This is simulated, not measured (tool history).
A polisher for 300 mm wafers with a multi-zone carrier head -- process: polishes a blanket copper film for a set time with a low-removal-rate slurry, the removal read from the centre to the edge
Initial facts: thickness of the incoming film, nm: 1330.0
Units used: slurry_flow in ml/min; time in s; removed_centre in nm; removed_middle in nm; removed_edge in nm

run,day,slurry_flow,centre_zone,middle_zone,edge_zone,slurry_solids,time,removed_centre,removed_middle,removed_edge
1,0,135,1,1,1,1,71,195.38,197.03,193.04
2,0.038,135,1,1,1,1,88,243.2,238.83,240.5
3,0.325,135,1,1,1.05,1,88,241.68,242.44,245.18
4,0.683,145,1.04,1.02,1.05,1.05,88,252.36,247.21,251.59
# day 0.908: slurry nozzle cleaned
5,0.908,145,1.04,0.94,1.05,1.05,88,268.2,244.8,262.55
6,1.071,145,1.1,0.94,1.05,1.05,88,289.83,252.32,255.72
7,1.433,150,1.12,0.97,1.04,1.1,89,302.86,259.17,267.45
8,1.488,155,1.14,1.02,1.01,1.1,91,313.07,276.05,272.09
9,1.817,160,1.15,1.04,0.98,1.1,91,322.03,283.94,268.96
10,2.05,165,1.16,1.05,0.97,1.1,91,316.37,292.55,266.24
11,2.404,170,1.17,1.04,0.96,1.1,91,329.4,282.68,266.96
12,2.562,170,1.17,1.05,0.95,1.15,91,328.2,288.76,263.32

For run 13, what comes out?
13,2.642,175,1.17,1.06,0.95,1.2,91,?,?,?

removed_centre: 339.57 nm
removed_middle: 294.46 nm
removed_edge: 272.94 nm

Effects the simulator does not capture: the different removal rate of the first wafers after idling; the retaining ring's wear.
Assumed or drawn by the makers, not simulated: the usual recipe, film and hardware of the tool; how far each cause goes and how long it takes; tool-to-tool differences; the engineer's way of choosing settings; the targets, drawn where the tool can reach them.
